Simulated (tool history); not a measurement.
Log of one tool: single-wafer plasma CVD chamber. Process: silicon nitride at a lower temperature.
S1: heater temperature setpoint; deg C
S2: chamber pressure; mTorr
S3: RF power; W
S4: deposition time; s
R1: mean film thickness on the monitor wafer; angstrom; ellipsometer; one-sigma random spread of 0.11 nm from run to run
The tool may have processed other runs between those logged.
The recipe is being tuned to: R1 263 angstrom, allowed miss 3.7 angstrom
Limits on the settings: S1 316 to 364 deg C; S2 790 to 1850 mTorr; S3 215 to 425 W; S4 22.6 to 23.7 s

run,hour,S1,S2,S3,S4,R1
1,0,340,1320,320,23.7,289.34
2,1.3,340,1220,320,23.7,278.66
3,6.1,340,1220,285,23.7,248.16
4,14.9,340,1220,325,23.7,285.48
5,21.5,340,1160,325,23.7,276.75
6,28.3,340,1160,325,23.7,276.3
7,29.3,340,1130,325,23.7,274.47
8,37.9,340,1100,325,23.7,270.91
9,45.4,340,1080,325,23.7,267.15

Which of these 5 next moves meets every target?
A,52.9,346,1000,345,23.2,?
B,52.9,340,1300,315,22.8,?
C,52.9,339,1100,340,23.3,?
D,52.9,334,1180,315,23.7,?
E,52.9,343,1360,305,23.7,?

move,R1
A,263.29
B,272.34
C,276.2
D,271.28
E,279.32
A: each result inside its tolerance
B: lands further from the targets than the last run did
C: lands further from the targets than the last run did
D: lands further from the targets than the last run did
E: lands further from the targets than the last run did
The right move is A.

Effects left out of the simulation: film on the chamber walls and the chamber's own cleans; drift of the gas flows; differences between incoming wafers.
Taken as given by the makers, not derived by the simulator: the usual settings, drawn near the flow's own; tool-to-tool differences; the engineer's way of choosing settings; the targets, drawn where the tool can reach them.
